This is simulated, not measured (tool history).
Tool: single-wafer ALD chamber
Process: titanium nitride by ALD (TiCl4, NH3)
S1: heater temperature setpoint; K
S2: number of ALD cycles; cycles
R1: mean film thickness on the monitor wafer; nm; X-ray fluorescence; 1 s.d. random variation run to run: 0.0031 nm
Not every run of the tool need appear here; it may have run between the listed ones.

run 1 hour=0.0 | S1=663.15 S2=31 NH3_pulse_time_(s)=1.81 | R1=0.65364
run 2 hour=6.1 | S1=670.15 S2=31 NH3_pulse_time_(s)=1.81 | R1=0.65747
run 3 hour=10.6 | S1=670.15 S2=31 NH3_pulse_time_(s)=1.81 | R1=0.65263
run 4 hour=17.4 | S1=668.15 S2=31 NH3_pulse_time_(s)=1.51 | R1=0.65196
run 5 hour=21.0 | S1=668.15 S2=31 NH3_pulse_time_(s)=1.51 | R1=0.64703
run 6 hour=26.5 | S1=661.15 S2=31 NH3_pulse_time_(s)=1.29 | R1=0.64315
run 7 hour=28.9 | S1=655.15 S2=31 NH3_pulse_time_(s)=1.12 | R1=0.62209
run 8 hour=32.4 | S1=654.15 S2=31 NH3_pulse_time_(s)=1.09 | R1=0.62204
run 9 hour=35.3 | S1=654.15 S2=31 NH3_pulse_time_(s)=1.09 | R1=0.62427
run 10 hour=40.9 | S1=653.15 S2=31 NH3_pulse_time_(s)=1.03 | R1=0.61910
run 11 hour=46.8 | S1=652.15 S2=31 NH3_pulse_time_(s)=1.01 | R1=0.61660

Run 12, settings as shown, results not yet in. Your forecast:
run 12 hour=48.6 | S1=651.15 S2=31 NH3_pulse_time_(s)=1.01 | R1=?

R1: 0.61397 nm
